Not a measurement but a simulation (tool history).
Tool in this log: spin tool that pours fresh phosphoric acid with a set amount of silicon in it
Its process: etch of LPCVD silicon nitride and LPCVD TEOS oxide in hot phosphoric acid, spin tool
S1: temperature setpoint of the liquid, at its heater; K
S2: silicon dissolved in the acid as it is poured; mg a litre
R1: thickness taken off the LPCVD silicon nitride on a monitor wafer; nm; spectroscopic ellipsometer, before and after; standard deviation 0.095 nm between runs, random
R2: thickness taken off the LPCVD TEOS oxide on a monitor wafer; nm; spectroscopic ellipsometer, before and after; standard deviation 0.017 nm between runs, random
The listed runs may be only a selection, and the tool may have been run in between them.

Run 1, hour 0.0: S1 434.15 K, S2 20.5 mg a litre, time under the liquid (s) 180. Result: R1 13.8210 nm, R2 0.21432 nm.
Run 2, hour 2.7: S1 434.15 K, S2 20.5 mg a litre, time under the liquid (s) 115. Result: R1 8.9838 nm, R2 0.14902 nm.
Run 3, hour 5.5: S1 435.15 K, S2 20.5 mg a litre, time under the liquid (s) 120. Result: R1 9.7290 nm, R2 0.19647 nm.
Run 4, hour 13.6: S1 435.65 K, S2 22.5 mg a litre, time under the liquid (s) 120. Result: R1 9.8943 nm, R2 0.17634 nm.
Run 5, hour 18.5: S1 435.65 K, S2 22.5 mg a litre, time under the liquid (s) 80. Result: R1 6.5151 nm, R2 0.11359 nm.
Run 6, hour 27.5: S1 435.15 K, S2 21.0 mg a litre, time under the liquid (s) 100. Result: R1 8.0438 nm, R2 0.15590 nm.
Run 7, hour 33.5: S1 435.65 K, S2 21.5 mg a litre, time under the liquid (s) 110. Result: R1 9.0567 nm, R2 0.17850 nm.
Run 8, hour 37.9: S1 436.15 K, S2 23.5 mg a litre, time under the liquid (s) 115. Result: R1 9.4633 nm, R2 0.16617 nm.

What does the tool deliver on the next run?
Run 9, hour 41.9: S1 436.65 K, S2 24.0 mg a litre, time under the liquid (s) 115. Result: R1 ?, R2 ?.

Run 9 gave R1 9.9664 nm, R2 0.19558 nm.
